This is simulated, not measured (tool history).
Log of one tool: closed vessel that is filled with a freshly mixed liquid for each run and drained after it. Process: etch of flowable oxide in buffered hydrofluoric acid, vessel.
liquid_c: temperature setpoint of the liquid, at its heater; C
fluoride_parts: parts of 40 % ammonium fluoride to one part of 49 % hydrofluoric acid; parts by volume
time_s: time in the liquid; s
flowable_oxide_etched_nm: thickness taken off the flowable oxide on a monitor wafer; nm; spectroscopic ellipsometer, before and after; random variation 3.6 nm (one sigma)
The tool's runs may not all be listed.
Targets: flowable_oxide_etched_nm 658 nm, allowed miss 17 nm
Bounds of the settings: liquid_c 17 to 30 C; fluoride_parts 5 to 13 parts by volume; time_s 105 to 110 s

run 1 hour=0 | liquid_c=22 fluoride_parts=8 time_s=105 | flowable_oxide_etched_nm=404.33
run 2 hour=8.2 | liquid_c=25.5 fluoride_parts=8 time_s=105 | flowable_oxide_etched_nm=487.7
run 3 hour=12 | liquid_c=26.5 fluoride_parts=8 time_s=105 | flowable_oxide_etched_nm=515.97
run 4 hour=13.8 | liquid_c=27.5 fluoride_parts=8 time_s=105 | flowable_oxide_etched_nm=542.99
run 5 hour=22.6 | liquid_c=24 fluoride_parts=8 time_s=105 | flowable_oxide_etched_nm=449.04
run 6 hour=28.6 | liquid_c=20.5 fluoride_parts=8 time_s=105 | flowable_oxide_etched_nm=372.57
run 7 hour=35.1 | liquid_c=24.5 fluoride_parts=7.5 time_s=105 | flowable_oxide_etched_nm=497.5
run 8 hour=39.3 | liquid_c=26 fluoride_parts=7.5 time_s=105 | flowable_oxide_etched_nm=540.27
run 9 hour=44.1 | liquid_c=27 fluoride_parts=7.5 time_s=105 | flowable_oxide_etched_nm=564.75
run 10 hour=47.6 | liquid_c=27.5 fluoride_parts=7.5 time_s=105 | flowable_oxide_etched_nm=581.35
run 11 hour=56.3 | liquid_c=28 fluoride_parts=7.5 time_s=105 | flowable_oxide_etched_nm=604.15
run 12 hour=58.3 | liquid_c=28.5 fluoride_parts=7.5 time_s=105 | flowable_oxide_etched_nm=617.44

Which of these 4 next moves meets every target?
run A hour=60.3 | liquid_c=28.5 fluoride_parts=7 time_s=105 | flowable_oxide_etched_nm=?
run B hour=60.3 | liquid_c=29.5 fluoride_parts=7 time_s=105 | flowable_oxide_etched_nm=?
run C hour=60.3 | liquid_c=27.5 fluoride_parts=7 time_s=105 | flowable_oxide_etched_nm=?
run D hour=60.3 | liquid_c=28 fluoride_parts=7.5 time_s=105 | flowable_oxide_etched_nm=?

move=A flowable_oxide_etched_nm=664.49
move=B flowable_oxide_etched_nm=700.44
move=C flowable_oxide_etched_nm=630.16
move=D flowable_oxide_etched_nm=600.74
A: meets every target
B: takes the result that was furthest off past its target
C: nearer than the last run, and not there yet
D: further off than the last run
Move A is the one to make.

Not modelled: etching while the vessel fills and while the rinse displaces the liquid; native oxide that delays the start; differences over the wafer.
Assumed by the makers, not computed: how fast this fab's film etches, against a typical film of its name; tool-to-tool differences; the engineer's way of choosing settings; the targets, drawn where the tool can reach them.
